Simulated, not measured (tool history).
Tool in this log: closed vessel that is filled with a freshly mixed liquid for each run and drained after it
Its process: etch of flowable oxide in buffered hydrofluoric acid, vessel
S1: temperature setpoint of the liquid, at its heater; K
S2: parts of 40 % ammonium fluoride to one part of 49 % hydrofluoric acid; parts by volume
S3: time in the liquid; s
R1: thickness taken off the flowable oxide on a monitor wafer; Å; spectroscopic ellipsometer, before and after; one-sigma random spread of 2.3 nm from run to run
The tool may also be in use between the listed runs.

run	hour	S1	S2	S3	R1
1	0.0	298.15	12.5	100	1894.2
2	4.7	298.65	12.5	100	1945.2
3	6.6	298.65	12.5	100	1966.7
4	13.3	298.65	12.5	105	2021.8
5	14.7	299.15	12.5	105	2115.1
6	23.9	299.65	12.5	105	2162.0
7	27.9	300.15	12.5	105	2230.5

Expected results for the next run?
8	30.6	300.65	12.5	105	?

R1: 2292.9 Å
